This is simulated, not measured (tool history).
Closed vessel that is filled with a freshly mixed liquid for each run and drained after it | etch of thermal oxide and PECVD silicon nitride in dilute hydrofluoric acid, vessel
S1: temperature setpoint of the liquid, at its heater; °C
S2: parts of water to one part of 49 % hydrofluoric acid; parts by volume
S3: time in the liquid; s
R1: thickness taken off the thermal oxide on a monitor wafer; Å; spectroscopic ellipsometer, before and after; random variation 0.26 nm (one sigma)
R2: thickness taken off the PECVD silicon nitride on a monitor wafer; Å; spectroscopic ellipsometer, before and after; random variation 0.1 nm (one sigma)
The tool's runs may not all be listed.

run	hour	S1	S2	S3	R1	R2
1	0.0	21.0	55	440	350.48	165.65
2	7.1	21.0	40	440	491.17	226.36
3	9.6	21.0	30	440	656.70	299.81
4	11.0	21.5	35	440	574.91	268.67
5	19.3	21.5	55	440	355.68	172.33
6	24.6	22.0	55	440	363.58	177.83

Run 7 comes next. What will it give?
# hour 25.6: thermometer replaced
7	25.6	22.5	55	440	?	?

R1: 406.51 Å
R2: 208.67 Å

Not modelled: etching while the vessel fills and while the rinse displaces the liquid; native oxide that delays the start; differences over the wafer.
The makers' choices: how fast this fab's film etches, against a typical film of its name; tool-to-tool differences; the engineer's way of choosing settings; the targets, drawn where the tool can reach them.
